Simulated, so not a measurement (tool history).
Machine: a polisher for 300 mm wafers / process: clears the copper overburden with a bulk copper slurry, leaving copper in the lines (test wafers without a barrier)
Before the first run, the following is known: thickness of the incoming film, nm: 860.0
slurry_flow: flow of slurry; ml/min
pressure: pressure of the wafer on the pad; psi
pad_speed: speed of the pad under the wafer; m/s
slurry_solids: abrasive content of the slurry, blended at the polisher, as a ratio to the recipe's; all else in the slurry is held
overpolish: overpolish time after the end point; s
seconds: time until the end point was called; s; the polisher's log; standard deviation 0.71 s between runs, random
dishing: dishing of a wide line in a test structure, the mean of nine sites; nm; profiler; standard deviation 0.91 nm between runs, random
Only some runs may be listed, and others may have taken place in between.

{"run": 1, "day": 0.0, "slurry_flow": 270, "pressure": 3.1, "pad_speed": 1.4, "slurry_solids": 1.0, "overpolish": 28, "seconds": 54.403, "dishing": 121.54}
{"run": 2, "day": 0.258, "slurry_flow": 270, "pressure": 3.1, "pad_speed": 1.4, "slurry_solids": 1.0, "overpolish": 40, "seconds": 53.308, "dishing": 129.16}
{"run": 3, "day": 0.45, "slurry_flow": 270, "pressure": 3.1, "pad_speed": 1.4, "slurry_solids": 1.2, "overpolish": 40, "seconds": 50.961, "dishing": 132.46}
{"run": 4, "day": 0.817, "slurry_flow": 330, "pressure": 3.1, "pad_speed": 1.4, "slurry_solids": 1.2, "overpolish": 40, "seconds": 49.385, "dishing": 130.51}
{"run": 5, "day": 1.008, "slurry_flow": 355, "pressure": 2.6, "pad_speed": 1.62, "slurry_solids": 1.1, "overpolish": 31, "seconds": 51.229, "dishing": 123.46}
{"run": 6, "day": 1.262, "slurry_flow": 375, "pressure": 2.3, "pad_speed": 1.7, "slurry_solids": 1.2, "overpolish": 25, "seconds": 51.907, "dishing": 113.14}

Run 7, settings as shown, results not yet in. Your forecast:
{"run": 7, "day": 1.571, "slurry_flow": 315, "pressure": 2.0, "pad_speed": 1.82, "slurry_solids": 1.3, "overpolish": 20, "seconds": "?", "dishing": "?"}

seconds: 52.775 s
dishing: 105.39 nm
